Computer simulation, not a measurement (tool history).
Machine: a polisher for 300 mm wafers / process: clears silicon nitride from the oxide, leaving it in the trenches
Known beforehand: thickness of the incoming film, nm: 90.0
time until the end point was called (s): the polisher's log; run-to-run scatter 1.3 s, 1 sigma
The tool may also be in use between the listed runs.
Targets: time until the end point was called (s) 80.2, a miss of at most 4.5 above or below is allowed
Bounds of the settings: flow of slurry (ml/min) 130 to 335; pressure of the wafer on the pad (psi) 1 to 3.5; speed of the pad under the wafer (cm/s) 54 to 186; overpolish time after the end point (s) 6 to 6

run,hour,flow of slurry (ml/min),pressure of the wafer on the pad (psi),speed of the pad under the wafer (cm/s),overpolish time after the end point (s),time until the end point was called (s)
1,0,215,2.2,118,6,133.01
2,3.1,215,2.2,118,6,129.91
3,5.8,245,2.2,118,6,126.73
4,14.3,245,2.2,118,6,129.3
5,20.1,245,2.2,118,6,127.85
6,28.3,245,2.3,118,6,121.17
7,31.4,245,2.4,118,6,119.81
8,40.4,245,2.5,118,6,111.84

Pick the move, out of 4, that brings all results within their allowed miss; only one does.
A,49.4,280,3.1,164,6,?
B,49.4,295,3,126,6,?
C,49.4,260,3.3,132,6,?
D,49.4,235,3.5,156,6,?

move,time until the end point was called (s)
A,69.631
B,92.214
C,82.055
D,66.817
A: moves the result that the last run missed by most past its target, out the other side
B: better than the last run, though not everything is in spec
C: every result lands within tolerance
D: moves the result that the last run missed by most past its target, out the other side
The right move is C.
